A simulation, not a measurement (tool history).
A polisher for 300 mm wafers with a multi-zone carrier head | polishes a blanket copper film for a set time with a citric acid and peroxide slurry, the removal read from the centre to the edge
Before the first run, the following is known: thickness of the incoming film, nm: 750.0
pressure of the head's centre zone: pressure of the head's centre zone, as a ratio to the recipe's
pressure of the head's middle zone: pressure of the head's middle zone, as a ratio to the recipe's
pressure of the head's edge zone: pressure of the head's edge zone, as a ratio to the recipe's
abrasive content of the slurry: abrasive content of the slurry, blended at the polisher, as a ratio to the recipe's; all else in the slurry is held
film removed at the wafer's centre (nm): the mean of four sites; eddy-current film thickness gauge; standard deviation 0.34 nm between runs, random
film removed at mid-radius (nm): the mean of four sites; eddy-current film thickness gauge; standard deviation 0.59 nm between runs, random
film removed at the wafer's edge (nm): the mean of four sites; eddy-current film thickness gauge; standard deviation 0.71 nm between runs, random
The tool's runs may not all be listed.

run,hour,flow of slurry (ml/min),pressure of the head's centre zone,pressure of the head's middle zone,pressure of the head's edge zone,abrasive content of the slurry,polishing time (s),film removed at the wafer's centre (nm),film removed at mid-radius (nm),film removed at the wafer's edge (nm)
1,0,125,1,1,1,1,36,55.769,55.809,58.186
2,2.8,125,1,1,1,1.15,36,57.461,57.384,58.741
3,5.6,125,1,1,1,1.15,28,44.697,46.944,45.577
4,6.4,125,0.93,1,1,1.15,28,42.027,45.458,44.456
5,7.6,140,0.93,1,1,1.15,28,42.981,46.052,47.543
6,16.6,140,0.93,1,1,1.3,28,44.202,47.076,47.62
7,17.5,140,0.92,0.97,1.01,1.3,28,43.95,45.26,47.114

Run 8 has not been measured yet. What should we expect?
8,20.7,140,0.91,0.95,1.03,1.3,28,?,?,?

film removed at the wafer's centre (nm): 43.493
film removed at mid-radius (nm): 44.65
film removed at the wafer's edge (nm): 47.337

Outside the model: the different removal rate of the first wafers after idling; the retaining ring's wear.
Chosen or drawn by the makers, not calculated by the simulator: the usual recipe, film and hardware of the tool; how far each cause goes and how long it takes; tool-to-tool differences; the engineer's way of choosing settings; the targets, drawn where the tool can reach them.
